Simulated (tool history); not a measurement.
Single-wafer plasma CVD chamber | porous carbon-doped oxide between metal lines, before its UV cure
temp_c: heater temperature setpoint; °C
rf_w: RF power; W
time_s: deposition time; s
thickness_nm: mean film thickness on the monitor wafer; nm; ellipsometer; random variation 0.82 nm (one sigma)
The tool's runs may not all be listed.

{"run": 1, "hour": 0.0, "temp_c": 315, "rf_w": 580, "time_s": 39.7, "thickness_nm": 217.4}
{"run": 2, "hour": 4.7, "temp_c": 315, "rf_w": 635, "time_s": 39.7, "thickness_nm": 232.58}
{"run": 3, "hour": 6.4, "temp_c": 315, "rf_w": 635, "time_s": 39.7, "thickness_nm": 231.88}
{"run": 4, "hour": 9.5, "temp_c": 315, "rf_w": 635, "time_s": 40.9, "thickness_nm": 237.77}
{"run": 5, "hour": 10.3, "temp_c": 308, "rf_w": 635, "time_s": 40.9, "thickness_nm": 250.06}
{"run": 6, "hour": 11.6, "temp_c": 308, "rf_w": 635, "time_s": 40.9, "thickness_nm": 249.26}
{"run": 7, "hour": 12.4, "temp_c": 317, "rf_w": 600, "time_s": 40.8, "thickness_nm": 225.77}
{"run": 8, "hour": 19.6, "temp_c": 323, "rf_w": 585, "time_s": 40.8, "thickness_nm": 215.84}
{"run": 9, "hour": 24.1, "temp_c": 327, "rf_w": 570, "time_s": 40.8, "thickness_nm": 207.72}
{"run": 10, "hour": 25.3, "temp_c": 330, "rf_w": 560, "time_s": 40.8, "thickness_nm": 201.43}

Forecast run 11:
{"run": 11, "hour": 32.1, "temp_c": 333, "rf_w": 555, "time_s": 40.8, "thickness_nm": "?"}

thickness_nm: 197.26 nm
